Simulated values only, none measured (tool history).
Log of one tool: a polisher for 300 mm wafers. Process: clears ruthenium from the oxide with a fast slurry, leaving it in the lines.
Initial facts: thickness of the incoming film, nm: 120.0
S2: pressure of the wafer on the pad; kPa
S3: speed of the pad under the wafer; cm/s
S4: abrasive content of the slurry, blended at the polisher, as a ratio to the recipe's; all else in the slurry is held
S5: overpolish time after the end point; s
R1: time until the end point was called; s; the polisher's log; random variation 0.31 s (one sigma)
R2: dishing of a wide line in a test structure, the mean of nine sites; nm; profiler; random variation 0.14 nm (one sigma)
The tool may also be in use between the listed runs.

Run 1, hour 0: flow of slurry (ml/min) 205, S2 13.8 kPa, S3 128 cm/s, S4 1, S5 11 s. Result: R1 35.805 s, R2 25.793 nm.
Run 2, hour 4.9: flow of slurry (ml/min) 210, S2 13.8 kPa, S3 128 cm/s, S4 1, S5 9 s. Result: R1 35.041 s, R2 22.395 nm.
Run 3, hour 13.9: flow of slurry (ml/min) 210, S2 15.2 kPa, S3 128 cm/s, S4 1, S5 9 s. Result: R1 33.252 s, R2 24.361 nm.
Run 4, hour 17.6: flow of slurry (ml/min) 185, S2 12.4 kPa, S3 146 cm/s, S4 1, S5 7 s. Result: R1 35.135 s, R2 18.003 nm.
Run 5, hour 22.8: flow of slurry (ml/min) 165, S2 10.3 kPa, S3 162 cm/s, S4 1.1, S5 6 s. Result: R1 36.946 s, R2 15.24 nm.
Run 6, hour 23.5: flow of slurry (ml/min) 165, S2 10.3 kPa, S3 162 cm/s, S4 1.1, S5 3 s. Result: R1 36.573 s, R2 8.2078 nm.

Expected results for the next run?
Run 7, hour 30.6: flow of slurry (ml/min) 175, S2 11 kPa, S3 162 cm/s, S4 1.1, S5 3 s. Result: R1 ?, R2 ?.

{"run 7": {"R1": 34.901, "R2": 8.8088}}

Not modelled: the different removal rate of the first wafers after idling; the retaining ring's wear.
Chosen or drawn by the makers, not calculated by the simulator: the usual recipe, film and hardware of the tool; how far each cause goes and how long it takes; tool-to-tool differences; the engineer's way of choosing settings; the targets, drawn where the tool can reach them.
